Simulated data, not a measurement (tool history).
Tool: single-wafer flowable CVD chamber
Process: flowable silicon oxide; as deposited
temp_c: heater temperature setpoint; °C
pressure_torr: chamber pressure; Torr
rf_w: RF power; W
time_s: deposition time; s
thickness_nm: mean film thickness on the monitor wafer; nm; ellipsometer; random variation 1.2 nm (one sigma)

run  hour  temp_c  pressure_torr  rf_w  time_s  thickness_nm
  1   0.0     110          0.644  2450    1090        338.88
  2   6.7     110          0.644  2450    1090        339.56
  3  12.5     114          0.643  2450    1090        294.10
  4  19.0     114          0.643  2210    1090        287.92
  5  20.5     117          0.642  2210    1090        259.66
  6  27.5     119          0.642  2210    1090        244.68

Expected results for the next run?
  7  33.2     120          0.642  2210    1090             ?

Logged for run 7: thickness_nm 233.99 nm.
